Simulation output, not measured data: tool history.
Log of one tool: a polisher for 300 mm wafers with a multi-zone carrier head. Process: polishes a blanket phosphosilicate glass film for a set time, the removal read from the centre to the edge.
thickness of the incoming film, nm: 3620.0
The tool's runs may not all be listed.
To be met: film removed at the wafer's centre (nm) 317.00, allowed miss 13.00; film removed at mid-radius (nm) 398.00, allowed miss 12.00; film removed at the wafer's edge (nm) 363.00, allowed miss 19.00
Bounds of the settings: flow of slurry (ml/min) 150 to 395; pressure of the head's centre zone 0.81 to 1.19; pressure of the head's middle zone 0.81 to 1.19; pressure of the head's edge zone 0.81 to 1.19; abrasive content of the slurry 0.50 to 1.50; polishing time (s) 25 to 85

run    day  flow of slurry (ml/min)  pressure of the head's centre zone  pressure of the head's middle zone  pressure of the head's edge zone  abrasive content of the slurry  polishing time (s)  film removed at the wafer's centre (nm)  film removed at mid-radius (nm)  film removed at the wafer's edge (nm)
  1  0.000                      250                                1.00                                1.00                              1.00                            1.00                  55                                   390.35                           400.83                                 394.73
  2  0.167                      250                                1.00                                1.00                              0.94                            1.00                  55                                   384.52                           399.52                                 394.87
  3  0.321                      250                                0.99                                1.01                              0.94                            1.00                  55                                   392.26                           403.94                                 397.01
  4  0.604                      220                                0.99                                1.01                              0.94                            1.00                  55                                   388.37                           402.48                                 380.27
  5  0.971                      280                                0.99                                1.01                              0.94                            1.00                  55                                   390.82                           406.82                                 406.90
  6  1.271                      280                                0.95                                1.01                              0.94                            1.00                  55                                   373.58                           405.15                                 390.43
  7  1.333                      285                                0.93                                1.01                              0.94                            1.00                  55                                   364.12                           407.02                                 389.77
  8  1.500                      285                                0.92                                1.01                              0.94                            1.00                  55                                   373.52                           406.71                                 399.48
  9  1.533                      235                                0.82                                1.10                              0.86                            0.80                  55                                   283.12                           388.71                                 338.77
 10  1.579                      240                                0.83                                1.10                              0.87                            0.80                  55                                   298.63                           384.72                                 339.83
 11  1.638                      245                                0.83                                1.10                              0.88                            0.80                  55                                   289.15                           382.40                                 345.88
 12  1.767                      250                                0.84                                1.10                              0.88                            0.80                  55                                   293.53                           390.35                                 343.89
 13  2.021                      250                                0.85                                1.10                              0.89                            0.80                  55                                   300.56                           390.33                                 348.08

Which of these 4 next moves meets every target?
  A  2.275                      250                                0.91                                1.16                              0.84                            0.75                  62                                        ?                                ?                                      ?
  B  2.275                      275                                0.91                                0.90                              1.00                            0.80                  60                                        ?                                ?                                      ?
  C  2.275                      215                                0.86                                1.07                              0.88                            0.85                  57                                        ?                                ?                                      ?
  D  2.275                      315                                0.88                                0.99                              0.95                            1.25                  45                                        ?                                ?                                      ?

move  film removed at the wafer's centre (nm)  film removed at mid-radius (nm)  film removed at the wafer's edge (nm)
   A                                   350.67                           429.55                                 368.02
   B                                   353.01                           364.26                                 402.30
   C                                   319.62                           392.61                                 364.72
   D                                   316.17                           358.92                                 361.91
A: takes the result that was furthest off past its target
B: takes the result that was furthest off past its target
C: meets every target
D: brings the result that was furthest off to its target, and leaves another outside
Answer: C

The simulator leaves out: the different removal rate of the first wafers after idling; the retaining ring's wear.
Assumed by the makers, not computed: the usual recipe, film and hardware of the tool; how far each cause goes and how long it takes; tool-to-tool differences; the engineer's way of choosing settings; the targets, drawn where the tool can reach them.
